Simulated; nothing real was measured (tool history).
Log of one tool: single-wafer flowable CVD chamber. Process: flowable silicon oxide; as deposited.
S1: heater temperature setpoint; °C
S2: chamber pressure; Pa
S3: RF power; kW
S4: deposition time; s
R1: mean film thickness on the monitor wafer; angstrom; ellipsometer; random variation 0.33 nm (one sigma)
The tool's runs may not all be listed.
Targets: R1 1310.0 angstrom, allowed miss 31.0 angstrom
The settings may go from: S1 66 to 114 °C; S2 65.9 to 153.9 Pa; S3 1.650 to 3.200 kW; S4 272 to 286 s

| run | day | S1 | S2 | S3 | S4 | R1 |
|---|---|---|---|---|---|---|
| 1 | 0.000 | 90 | 109.9 | 2.425 | 286 | 2586.2 |
| 2 | 0.296 | 93 | 109.7 | 2.425 | 286 | 2364.0 |
| 3 | 0.421 | 93 | 128.4 | 2.425 | 286 | 2759.9 |
| 4 | 0.488 | 96 | 127.1 | 2.420 | 286 | 2483.6 |
| 5 | 0.829 | 96 | 127.1 | 2.275 | 286 | 2468.9 |
| 6 | 1.162 | 96 | 134.0 | 2.275 | 286 | 2590.4 |
| 7 | 1.417 | 108 | 118.8 | 2.245 | 285 | 1622.6 |
| 8 | 1.571 | 109 | 118.1 | 2.245 | 285 | 1565.9 |
| 9 | 1.862 | 110 | 117.6 | 2.245 | 285 | 1513.7 |
| 10 | 2.212 | 111 | 117.1 | 2.245 | 285 | 1464.9 |

Which of these 5 next moves meets every target?
| A | 2.562 | 108 | 93.1 | 2.250 | 273 | ? |
| B | 2.562 | 112 | 110.0 | 1.785 | 276 | ? |
| C | 2.562 | 114 | 116.9 | 2.575 | 272 | ? |
| D | 2.562 | 111 | 98.9 | 2.580 | 272 | ? |
| E | 2.562 | 114 | 112.0 | 2.325 | 274 | ? |

| move | R1 |
|---|---|
| A | 1223.5 |
| B | 1215.7 |
| C | 1312.0 |
| D | 1213.5 |
| E | 1245.0 |
A: takes the result that was furthest off past its target
B: takes the result that was furthest off past its target
C: meets every target
D: takes the result that was furthest off past its target
E: takes the result that was furthest off past its target
Move C is the one to make.
